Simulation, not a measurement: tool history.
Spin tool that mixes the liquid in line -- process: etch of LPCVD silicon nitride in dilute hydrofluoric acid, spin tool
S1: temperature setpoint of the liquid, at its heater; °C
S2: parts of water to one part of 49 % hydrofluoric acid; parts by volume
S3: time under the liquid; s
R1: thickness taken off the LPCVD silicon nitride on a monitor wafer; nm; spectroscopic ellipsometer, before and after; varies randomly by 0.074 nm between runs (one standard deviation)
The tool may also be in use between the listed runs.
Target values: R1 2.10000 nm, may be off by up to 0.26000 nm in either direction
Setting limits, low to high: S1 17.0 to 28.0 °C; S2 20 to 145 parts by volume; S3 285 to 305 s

run,day,S1,S2,S3,R1
1,0.000,20.0,80,285,0.99307
2,0.288,20.0,80,305,1.12750
3,0.317,17.0,80,305,0.92677
4,0.654,18.0,75,305,1.10560
5,0.992,18.0,75,305,0.99225
6,1.054,19.0,70,305,1.25050
7,1.417,19.5,70,305,1.24710
8,1.662,20.0,70,305,1.24290
9,1.771,20.0,70,305,1.18670
10,2.121,24.0,45,305,2.61190

Which single option among these 4 for the next run brings every result within its allowed miss of target? Just one does.
A,2.471,23.0,35,290,?
B,2.471,24.5,55,295,?
C,2.471,23.0,30,305,?
D,2.471,23.5,45,305,?

move,R1
A,2.89930
B,2.10050
C,3.53980
D,2.47060
A: moves away from the targets compared with the last run
B: each result inside its tolerance
C: moves away from the targets compared with the last run
D: an improvement on the last run, though not all results are within tolerance
Correct choice: B, which meets every target

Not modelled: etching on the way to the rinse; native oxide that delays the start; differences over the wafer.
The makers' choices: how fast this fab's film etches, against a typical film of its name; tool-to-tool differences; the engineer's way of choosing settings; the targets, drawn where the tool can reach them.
